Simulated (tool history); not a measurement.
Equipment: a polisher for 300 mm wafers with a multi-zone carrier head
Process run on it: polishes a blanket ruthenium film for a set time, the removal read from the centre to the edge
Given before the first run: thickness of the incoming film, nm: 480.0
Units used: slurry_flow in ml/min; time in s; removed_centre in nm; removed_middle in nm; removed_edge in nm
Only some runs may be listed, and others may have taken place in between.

run 1 hour=0.0 | slurry_flow=255 centre_zone=1.00 middle_zone=1.00 edge_zone=1.00 time=72 | removed_centre=83.674 removed_middle=82.325 removed_edge=83.224
run 2 hour=1.1 | slurry_flow=250 centre_zone=0.97 middle_zone=1.02 edge_zone=0.97 time=70 | removed_centre=78.753 removed_middle=80.229 removed_edge=78.759
run 3 hour=3.2 | slurry_flow=250 centre_zone=0.94 middle_zone=1.02 edge_zone=0.97 time=70 | removed_centre=77.932 removed_middle=81.161 removed_edge=79.131
run 4 hour=11.0 | slurry_flow=250 centre_zone=0.94 middle_zone=1.06 edge_zone=0.97 time=70 | removed_centre=79.580 removed_middle=84.375 removed_edge=79.366
run 5 hour=19.1 | slurry_flow=200 centre_zone=0.94 middle_zone=1.06 edge_zone=0.97 time=70 | removed_centre=75.764 removed_middle=80.252 removed_edge=78.171
run 6 hour=24.8 | slurry_flow=200 centre_zone=0.87 middle_zone=1.06 edge_zone=0.97 time=70 | removed_centre=70.980 removed_middle=80.964 removed_edge=77.520
run 7 hour=27.2 | slurry_flow=195 centre_zone=0.86 middle_zone=1.08 edge_zone=0.95 time=69 | removed_centre=68.795 removed_middle=82.487 removed_edge=75.451
run 8 hour=33.0 | slurry_flow=190 centre_zone=0.85 middle_zone=1.07 edge_zone=0.93 time=68 | removed_centre=68.011 removed_middle=78.692 removed_edge=74.619
run 9 hour=36.9 | slurry_flow=190 centre_zone=0.84 middle_zone=1.09 edge_zone=0.92 time=67 | removed_centre=66.210 removed_middle=79.851 removed_edge=71.686
run 10 hour=39.4 | slurry_flow=185 centre_zone=0.83 middle_zone=1.09 edge_zone=0.91 time=67 | removed_centre=64.821 removed_middle=79.153 removed_edge=71.824

Predict the results of run 11:
run 11 hour=44.9 | slurry_flow=180 centre_zone=0.82 middle_zone=1.12 edge_zone=0.82 time=65 | removed_centre=? removed_middle=? removed_edge=?

removed_centre: 59.860 nm
removed_middle: 78.460 nm
removed_edge: 65.782 nm
